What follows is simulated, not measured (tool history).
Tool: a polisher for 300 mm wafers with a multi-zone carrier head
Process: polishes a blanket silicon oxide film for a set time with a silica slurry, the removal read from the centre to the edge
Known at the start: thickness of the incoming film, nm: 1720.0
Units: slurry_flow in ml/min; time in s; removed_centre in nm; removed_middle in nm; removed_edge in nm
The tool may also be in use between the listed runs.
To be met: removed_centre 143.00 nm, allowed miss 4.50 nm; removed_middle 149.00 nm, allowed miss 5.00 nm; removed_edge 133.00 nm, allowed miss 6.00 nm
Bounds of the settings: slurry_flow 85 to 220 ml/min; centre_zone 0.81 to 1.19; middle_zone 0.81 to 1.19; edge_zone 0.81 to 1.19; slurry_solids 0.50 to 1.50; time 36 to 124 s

Run 1, hour 0.0: slurry_flow 140 ml/min, centre_zone 1.00, middle_zone 1.00, edge_zone 1.00, slurry_solids 1.00, time 79 s. Result: removed_centre 177.75 nm, removed_middle 179.42 nm, removed_edge 183.67 nm.
Run 2, hour 1.6: slurry_flow 140 ml/min, centre_zone 1.00, middle_zone 0.93, edge_zone 1.00, slurry_solids 1.00, time 79 s. Result: removed_centre 179.82 nm, removed_middle 170.23 nm, removed_edge 185.67 nm.
Run 3, hour 6.5: slurry_flow 140 ml/min, centre_zone 1.04, middle_zone 0.93, edge_zone 1.00, slurry_solids 1.00, time 79 s. Result: removed_centre 187.94 nm, removed_middle 168.98 nm, removed_edge 184.05 nm.
Run 4, hour 13.5: slurry_flow 175 ml/min, centre_zone 1.04, middle_zone 0.93, edge_zone 1.00, slurry_solids 1.00, time 79 s. Result: removed_centre 196.44 nm, removed_middle 178.29 nm, removed_edge 188.50 nm.
Run 5, hour 16.1: slurry_flow 175 ml/min, centre_zone 1.04, middle_zone 0.93, edge_zone 1.08, slurry_solids 1.00, time 79 s. Result: removed_centre 196.96 nm, removed_middle 180.75 nm, removed_edge 195.86 nm.
Run 6, hour 21.5: slurry_flow 175 ml/min, centre_zone 1.04, middle_zone 0.85, edge_zone 1.08, slurry_solids 1.00, time 79 s. Result: removed_centre 197.69 nm, removed_middle 167.17 nm, removed_edge 195.69 nm.
Run 7, hour 22.3: slurry_flow 175 ml/min, centre_zone 1.04, middle_zone 0.87, edge_zone 1.06, slurry_solids 0.95, time 78 s. Result: removed_centre 186.02 nm, removed_middle 166.37 nm, removed_edge 184.64 nm.
Run 8, hour 24.4: slurry_flow 135 ml/min, centre_zone 1.05, middle_zone 0.91, edge_zone 0.96, slurry_solids 0.70, time 77 s. Result: removed_centre 143.70 nm, removed_middle 127.79 nm, removed_edge 136.19 nm.
Run 9, hour 26.4: slurry_flow 140 ml/min, centre_zone 1.05, middle_zone 0.92, edge_zone 0.95, slurry_solids 0.70, time 77 s. Result: removed_centre 143.66 nm, removed_middle 127.81 nm, removed_edge 136.41 nm.
Run 10, hour 28.3: slurry_flow 145 ml/min, centre_zone 1.05, middle_zone 0.94, edge_zone 0.94, slurry_solids 0.70, time 77 s. Result: removed_centre 145.54 nm, removed_middle 131.33 nm, removed_edge 139.07 nm.
Run 11, hour 29.6: slurry_flow 145 ml/min, centre_zone 1.05, middle_zone 0.96, edge_zone 0.93, slurry_solids 0.70, time 77 s. Result: removed_centre 144.91 nm, removed_middle 134.76 nm, removed_edge 137.76 nm.
Run 12, hour 33.1: slurry_flow 150 ml/min, centre_zone 1.05, middle_zone 0.97, edge_zone 0.92, slurry_solids 0.70, time 77 s. Result: removed_centre 146.07 nm, removed_middle 133.66 nm, removed_edge 136.97 nm.
Run 13, hour 36.0: slurry_flow 150 ml/min, centre_zone 1.05, middle_zone 0.99, edge_zone 0.91, slurry_solids 0.70, time 77 s. Result: removed_centre 145.07 nm, removed_middle 135.74 nm, removed_edge 135.01 nm.

4 next moves are on the table. One of them brings every result within its allowed miss. Which?
Run A, hour 38.9: slurry_flow 150 ml/min, centre_zone 1.03, middle_zone 1.13, edge_zone 0.88, slurry_solids 0.75, time 73 s. Result: removed_centre ?, removed_middle ?, removed_edge ?.
Run B, hour 38.9: slurry_flow 130 ml/min, centre_zone 0.97, middle_zone 1.05, edge_zone 0.88, slurry_solids 0.85, time 78 s. Result: removed_centre ?, removed_middle ?, removed_edge ?.
Run C, hour 38.9: slurry_flow 180 ml/min, centre_zone 1.11, middle_zone 1.10, edge_zone 0.87, slurry_solids 0.65, time 80 s. Result: removed_centre ?, removed_middle ?, removed_edge ?.
Run D, hour 38.9: slurry_flow 190 ml/min, centre_zone 0.99, middle_zone 1.19, edge_zone 0.85, slurry_solids 0.60, time 86 s. Result: removed_centre ?, removed_middle ?, removed_edge ?.

move  removed_centre  removed_middle  removed_edge
   A          144.75          150.32        130.25
   B          153.44          161.53        148.71
   C          158.32          149.60        129.83
   D          143.64          159.27        129.11
A: meets every target
B: takes the result that was furthest off past its target
C: brings the result that was furthest off to its target, and leaves another outside
D: takes the result that was furthest off past its target
The right move is A.
